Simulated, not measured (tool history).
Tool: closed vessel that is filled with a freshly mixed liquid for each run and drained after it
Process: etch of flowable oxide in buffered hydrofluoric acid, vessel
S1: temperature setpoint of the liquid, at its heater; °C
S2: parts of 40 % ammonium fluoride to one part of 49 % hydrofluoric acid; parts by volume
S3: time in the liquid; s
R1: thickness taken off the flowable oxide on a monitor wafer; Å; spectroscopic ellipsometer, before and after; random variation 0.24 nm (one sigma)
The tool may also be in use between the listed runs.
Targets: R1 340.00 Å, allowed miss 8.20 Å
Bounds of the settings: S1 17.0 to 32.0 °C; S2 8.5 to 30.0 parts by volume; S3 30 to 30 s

Run 1, hour 0.0: S1 25.0 °C, S2 23.5 parts by volume, S3 30 s. Result: R1 386.80 Å.
Run 2, hour 7.2: S1 28.0 °C, S2 23.5 parts by volume, S3 30 s. Result: R1 447.76 Å.
Run 3, hour 10.8: S1 28.0 °C, S2 29.5 parts by volume, S3 30 s. Result: R1 386.90 Å.
Run 4, hour 19.0: S1 27.0 °C, S2 29.5 parts by volume, S3 30 s. Result: R1 366.96 Å.
Run 5, hour 20.1: S1 27.0 °C, S2 29.5 parts by volume, S3 30 s. Result: R1 361.67 Å.
Run 6, hour 21.8: S1 30.0 °C, S2 29.5 parts by volume, S3 30 s. Result: R1 426.80 Å.
Run 7, hour 30.5: S1 28.5 °C, S2 29.5 parts by volume, S3 30 s. Result: R1 396.71 Å.
Run 8, hour 35.3: S1 27.5 °C, S2 29.5 parts by volume, S3 30 s. Result: R1 372.89 Å.

Which of these 5 next moves meets every target?
Run A, hour 40.1: S1 27.5 °C, S2 30.0 parts by volume, S3 30 s. Result: R1 ?.
Run B, hour 40.1: S1 27.0 °C, S2 30.0 parts by volume, S3 30 s. Result: R1 ?.
Run C, hour 40.1: S1 27.5 °C, S2 27.0 parts by volume, S3 30 s. Result: R1 ?.
Run D, hour 40.1: S1 30.5 °C, S2 30.0 parts by volume, S3 30 s. Result: R1 ?.
Run E, hour 40.1: S1 24.0 °C, S2 25.5 parts by volume, S3 30 s. Result: R1 ?.

move      R1
   A  369.48
   B  359.63
   C  397.10
   D  433.86
   E  341.44
A: nearer than the last run, and not there yet
B: nearer than the last run, and not there yet
C: further off than the last run
D: further off than the last run
E: meets every target
Answer: E

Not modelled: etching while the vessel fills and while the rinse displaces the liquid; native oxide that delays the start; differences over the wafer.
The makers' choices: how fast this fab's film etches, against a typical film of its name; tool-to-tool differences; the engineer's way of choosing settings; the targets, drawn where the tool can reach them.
